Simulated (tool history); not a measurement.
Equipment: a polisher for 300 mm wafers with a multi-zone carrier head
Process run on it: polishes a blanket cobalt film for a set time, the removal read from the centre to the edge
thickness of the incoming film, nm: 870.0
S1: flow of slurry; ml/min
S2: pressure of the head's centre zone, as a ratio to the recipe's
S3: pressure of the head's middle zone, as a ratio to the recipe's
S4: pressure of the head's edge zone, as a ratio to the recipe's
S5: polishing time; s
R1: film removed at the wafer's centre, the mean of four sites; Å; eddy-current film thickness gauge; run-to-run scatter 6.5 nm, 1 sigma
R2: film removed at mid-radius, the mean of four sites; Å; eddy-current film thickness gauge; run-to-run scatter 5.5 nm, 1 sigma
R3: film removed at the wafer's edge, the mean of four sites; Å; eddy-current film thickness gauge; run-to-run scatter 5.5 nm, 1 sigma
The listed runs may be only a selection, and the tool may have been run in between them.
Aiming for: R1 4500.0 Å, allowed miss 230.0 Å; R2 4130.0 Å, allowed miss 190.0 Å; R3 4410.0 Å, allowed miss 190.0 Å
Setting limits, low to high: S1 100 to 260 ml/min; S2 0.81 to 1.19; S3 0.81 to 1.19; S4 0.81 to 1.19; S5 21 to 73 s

{"run": 1, "hour": 0.0, "S1": 165, "S2": 1.0, "S3": 1.0, "S4": 1.0, "S5": 47, "R1": 3039.4, "R2": 3021.0, "R3": 3085.3}
{"run": 2, "hour": 5.0, "S1": 125, "S2": 1.0, "S3": 1.0, "S4": 1.0, "S5": 47, "R1": 2721.8, "R2": 2798.5, "R3": 2928.1}
{"run": 3, "hour": 6.4, "S1": 145, "S2": 1.01, "S3": 1.0, "S4": 1.03, "S5": 50, "R1": 3099.7, "R2": 3177.8, "R3": 3193.6}
{"run": 4, "hour": 10.4, "S1": 145, "S2": 1.01, "S3": 1.0, "S4": 1.03, "S5": 59, "R1": 3733.5, "R2": 3624.8, "R3": 3943.5}
{"hour": 16.2, "done": "slurry nozzle cleaned"}
{"run": 5, "hour": 16.2, "S1": 160, "S2": 1.01, "S3": 1.0, "S4": 1.04, "S5": 59, "R1": 4119.2, "R2": 4027.7, "R3": 4271.4}
{"run": 6, "hour": 22.4, "S1": 160, "S2": 1.01, "S3": 1.08, "S4": 1.04, "S5": 59, "R1": 4234.8, "R2": 4440.1, "R3": 4268.2}
{"run": 7, "hour": 31.3, "S1": 160, "S2": 1.02, "S3": 1.06, "S4": 1.05, "S5": 59, "R1": 4113.2, "R2": 4324.1, "R3": 4229.9}
{"run": 8, "hour": 37.3, "S1": 170, "S2": 1.12, "S3": 0.96, "S4": 1.09, "S5": 62, "R1": 4828.6, "R2": 4139.8, "R3": 4526.5}

5 next moves are on the table. One of them brings every result within its allowed miss. Which?
{"run": "A", "hour": 43.3, "S1": 185, "S2": 1.14, "S3": 0.91, "S4": 1.11, "S5": 61, "R1": "?", "R2": "?", "R3": "?"}
{"run": "B", "hour": 43.3, "S1": 165, "S2": 0.99, "S3": 0.96, "S4": 1.13, "S5": 59, "R1": "?", "R2": "?", "R3": "?"}
{"run": "C", "hour": 43.3, "S1": 180, "S2": 1.07, "S3": 0.97, "S4": 1.08, "S5": 60, "R1": "?", "R2": "?", "R3": "?"}
{"run": "D", "hour": 43.3, "S1": 195, "S2": 1.12, "S3": 0.92, "S4": 0.99, "S5": 66, "R1": "?", "R2": "?", "R3": "?"}
{"run": "E", "hour": 43.3, "S1": 135, "S2": 1.0, "S3": 0.96, "S4": 1.19, "S5": 64, "R1": "?", "R2": "?", "R3": "?"}

move=A R1=4938.0 R2=3980.5 R3=4558.2
move=B R1=4073.1 R2=3947.7 R3=4380.7
move=C R1=4545.7 R2=4112.4 R3=4403.4
move=D R1=5302.4 R2=4384.4 R3=4689.3
move=E R1=4249.4 R2=4101.9 R3=4733.7
A: the biggest miss grows against the last run
B: moves the result that the last run missed by most past its target, out the other side
C: each result inside its tolerance
D: the biggest miss grows against the last run
E: moves the result that the last run missed by most past its target, out the other side
So the answer is move C, the one that meets all the targets.
